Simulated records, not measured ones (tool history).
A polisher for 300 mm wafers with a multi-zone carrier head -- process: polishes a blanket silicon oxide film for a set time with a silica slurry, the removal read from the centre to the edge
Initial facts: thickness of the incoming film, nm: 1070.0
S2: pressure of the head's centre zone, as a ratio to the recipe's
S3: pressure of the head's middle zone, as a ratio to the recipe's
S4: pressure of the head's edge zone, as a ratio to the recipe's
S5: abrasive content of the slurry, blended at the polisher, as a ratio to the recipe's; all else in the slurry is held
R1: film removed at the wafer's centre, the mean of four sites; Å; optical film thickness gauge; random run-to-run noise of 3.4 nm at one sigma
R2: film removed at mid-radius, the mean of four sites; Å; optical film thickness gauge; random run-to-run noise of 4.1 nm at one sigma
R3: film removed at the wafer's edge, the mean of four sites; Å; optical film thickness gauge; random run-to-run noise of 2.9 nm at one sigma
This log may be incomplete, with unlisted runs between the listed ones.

{"run": 1, "hour": 0.0, "flow of slurry (ml/min)": 170, "S2": 1.0, "S3": 1.0, "S4": 1.0, "S5": 1.0, "polishing time (s)": 68, "R1": 2197.0, "R2": 2220.5, "R3": 2241.2}
{"run": 2, "hour": 3.7, "flow of slurry (ml/min)": 175, "S2": 0.99, "S3": 1.01, "S4": 1.02, "S5": 1.05, "polishing time (s)": 68, "R1": 2233.6, "R2": 2275.3, "R3": 2296.8}
{"run": 3, "hour": 5.2, "flow of slurry (ml/min)": 175, "S2": 0.98, "S3": 1.02, "S4": 1.03, "S5": 1.1, "polishing time (s)": 69, "R1": 2260.9, "R2": 2404.3, "R3": 2412.2}
{"run": 4, "hour": 12.6, "flow of slurry (ml/min)": 175, "S2": 0.98, "S3": 1.02, "S4": 1.03, "S5": 1.1, "polishing time (s)": 63, "R1": 2051.4, "R2": 2210.7, "R3": 2157.6}
{"run": 5, "hour": 18.8, "flow of slurry (ml/min)": 175, "S2": 0.98, "S3": 1.02, "S4": 1.04, "S5": 1.15, "polishing time (s)": 65, "R1": 2186.5, "R2": 2324.2, "R3": 2322.9}
{"run": 6, "hour": 23.4, "flow of slurry (ml/min)": 175, "S2": 0.98, "S3": 1.02, "S4": 1.04, "S5": 1.25, "polishing time (s)": 65, "R1": 2263.6, "R2": 2357.8, "R3": 2372.4}
{"run": 7, "hour": 31.6, "flow of slurry (ml/min)": 180, "S2": 0.97, "S3": 1.03, "S4": 1.06, "S5": 1.3, "polishing time (s)": 66, "R1": 2284.5, "R2": 2456.8, "R3": 2462.1}

What does the tool deliver on the next run?
{"run": 8, "hour": 36.3, "flow of slurry (ml/min)": 180, "S2": 0.97, "S3": 1.03, "S4": 1.06, "S5": 1.3, "polishing time (s)": 66, "R1": "?", "R2": "?", "R3": "?"}

{"run 8": {"R1": 2310.9, "R2": 2507.2, "R3": 2440.5}}
